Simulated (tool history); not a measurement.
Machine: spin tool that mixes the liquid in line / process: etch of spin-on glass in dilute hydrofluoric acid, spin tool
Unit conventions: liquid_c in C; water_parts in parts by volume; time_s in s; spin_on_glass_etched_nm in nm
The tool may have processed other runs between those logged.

run	hour	liquid_c	water_parts	time_s	spin_on_glass_etched_nm
1	0.0	26.0	40	115	76.628
2	7.6	23.5	40	115	69.303
3	11.3	23.5	40	120	72.299
4	19.3	20.5	40	120	64.043
5	24.2	19.5	40	120	60.200
6	26.6	21.5	40	120	65.878
7	29.2	20.5	40	120	63.007

Run 8 has not been measured yet. What should we expect?
8	35.1	19.5	40	120	?

{"run 8": {"spin_on_glass_etched_nm": 59.687}}
